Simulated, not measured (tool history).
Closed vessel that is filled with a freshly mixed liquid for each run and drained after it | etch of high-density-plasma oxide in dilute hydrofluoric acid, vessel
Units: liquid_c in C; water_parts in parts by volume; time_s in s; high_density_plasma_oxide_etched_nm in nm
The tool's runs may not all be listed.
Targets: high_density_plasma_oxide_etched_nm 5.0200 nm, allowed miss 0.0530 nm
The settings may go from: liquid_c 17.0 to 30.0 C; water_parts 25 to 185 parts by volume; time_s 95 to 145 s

run  hour  liquid_c  water_parts  time_s  high_density_plasma_oxide_etched_nm
  1   0.0      22.0          105     145                               6.8939
  2   4.5      22.0          105      95                               4.5222
  3  12.7      22.0          130      95                               3.5611
  4  17.3      18.5          130      95                               3.0866
  5  26.3      18.5           95      95                               4.3585
  6  27.4      18.5          110      95                               3.7206
  7  33.3      19.0          110      95                               3.8183
  8  35.0      19.5          110      95                               3.8728
  9  41.1      20.0          110      95                               3.9512
 10  46.2      20.5          110      95                               4.0398
 11  47.8      21.0          110      95                               4.1123

Which of these 5 next moves meets every target?
  A  49.4      19.5           85      95                                    ?
  B  49.4      19.0          115     135                                    ?
  C  49.4      17.0          105     130                                    ?
  D  49.4      23.0          110     110                                    ?
  E  49.4      19.5          110     115                                    ?

move  high_density_plasma_oxide_etched_nm
   A                               5.1569
   B                               5.1339
   C                               5.0352
   D                               5.1687
   E                               4.6920
A: takes the result that was furthest off past its target
B: takes the result that was furthest off past its target
C: meets every target
D: takes the result that was furthest off past its target
E: nearer than the last run, and not there yet
Move C is the one to make.
